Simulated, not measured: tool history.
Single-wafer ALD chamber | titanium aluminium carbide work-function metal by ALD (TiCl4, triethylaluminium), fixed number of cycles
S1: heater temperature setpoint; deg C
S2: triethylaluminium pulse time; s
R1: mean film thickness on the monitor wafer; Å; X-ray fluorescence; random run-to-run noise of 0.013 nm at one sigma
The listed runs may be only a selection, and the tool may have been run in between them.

run 1 day=0 | S1=290 S2=7.72 | R1=18.652
run 2 day=0.196 | S1=293 S2=8.24 | R1=19.084
run 3 day=0.533 | S1=296 S2=8.76 | R1=19.468
run 4 day=0.721 | S1=296 S2=7.1 | R1=18.656
run 5 day=0.896 | S1=298 S2=7.85 | R1=19.504
run 6 day=1.192 | S1=300 S2=8.07 | R1=19.915

Run 7 comes next. What will it give?
run 7 day=1.321 | S1=302 S2=8.21 | R1=?

Run 7 yielded R1 20.211 Å.
